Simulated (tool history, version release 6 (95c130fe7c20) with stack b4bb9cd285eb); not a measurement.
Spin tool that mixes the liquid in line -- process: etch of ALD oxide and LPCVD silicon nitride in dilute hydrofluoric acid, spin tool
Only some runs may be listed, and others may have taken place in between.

run	hour	temperature setpoint of the liquid (°C)	parts of water to one part of 49 % hydrofluoric acid (parts by volume)	time under the liquid (s)	thickness taken off the ALD oxide on a monitor wafer (nm)	thickness taken off the LPCVD silicon nitride on a monitor wafer (nm)
1	0.0	24.0	205	50	4.3597	0.153230
2	8.2	24.0	205	70	6.1941	0.289960
3	11.9	21.5	205	70	5.5526	0.055507
4	12.4	22.0	210	70	5.5241	0.171870
5	19.6	19.5	210	70	5.0478	0.160380
# hour 25.8: hydrofluoric acid flow meter replaced
6	25.8	20.0	210	70	4.7806	0.062430
7	29.4	20.5	210	70	4.8755	0.161750

What will run 8 give?
8	35.7	21.0	210	70	?	?

thickness taken off the ALD oxide on a monitor wafer (nm): 4.9160
thickness taken off the LPCVD silicon nitride on a monitor wafer (nm): 0.095021
